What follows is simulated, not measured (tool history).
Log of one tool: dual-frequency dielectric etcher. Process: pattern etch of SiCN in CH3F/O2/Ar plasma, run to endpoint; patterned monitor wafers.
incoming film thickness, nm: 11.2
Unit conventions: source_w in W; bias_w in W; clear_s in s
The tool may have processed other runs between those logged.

Run 1, day 0: source_w 490 W, bias_w 91 W. Result: clear_s 23.563 s.
Run 2, day 0.029: source_w 490 W, bias_w 77 W. Result: clear_s 24.896 s.
Run 3, day 0.058: source_w 490 W, bias_w 83 W. Result: clear_s 24.346 s.
Run 4, day 0.392: source_w 490 W, bias_w 98 W. Result: clear_s 22.48 s.
Run 5, day 0.433: source_w 560 W, bias_w 98 W. Result: clear_s 21.632 s.
At day 0.546: wet clean of the chamber.
Run 6, day 0.546: source_w 600 W, bias_w 98 W. Result: clear_s 21.798 s.
Run 7, day 0.875: source_w 540 W, bias_w 89 W. Result: clear_s 23.328 s.
Run 8, day 0.925: source_w 510 W, bias_w 82 W. Result: clear_s 24.456 s.
Run 9, day 1.096: source_w 490 W, bias_w 76 W. Result: clear_s 25.75 s.
Run 10, day 1.175: source_w 470 W, bias_w 73 W. Result: clear_s 26.601 s.
Run 11, day 1.229: source_w 450 W, bias_w 72 W. Result: clear_s 27.392 s.
Run 12, day 1.379: source_w 440 W, bias_w 72 W. Result: clear_s 27.476 s.
Run 13, day 1.596: source_w 430 W, bias_w 72 W. Result: clear_s 27.616 s.
Run 14, day 1.829: source_w 420 W, bias_w 72 W. Result: clear_s 27.939 s.
Run 15, day 2.162: source_w 410 W, bias_w 72 W. Result: clear_s 28.234 s.
Run 16, day 2.296: source_w 400 W, bias_w 72 W. Result: clear_s 28.656 s.
Run 17, day 2.346: source_w 400 W, bias_w 72 W. Result: clear_s 28.434 s.

Estimate the outcome of run 18 from the log above:
Run 18, day 2.429: source_w 390 W, bias_w 72 W. Result: clear_s ?.

{"run 18": {"clear_s": 28.79}}

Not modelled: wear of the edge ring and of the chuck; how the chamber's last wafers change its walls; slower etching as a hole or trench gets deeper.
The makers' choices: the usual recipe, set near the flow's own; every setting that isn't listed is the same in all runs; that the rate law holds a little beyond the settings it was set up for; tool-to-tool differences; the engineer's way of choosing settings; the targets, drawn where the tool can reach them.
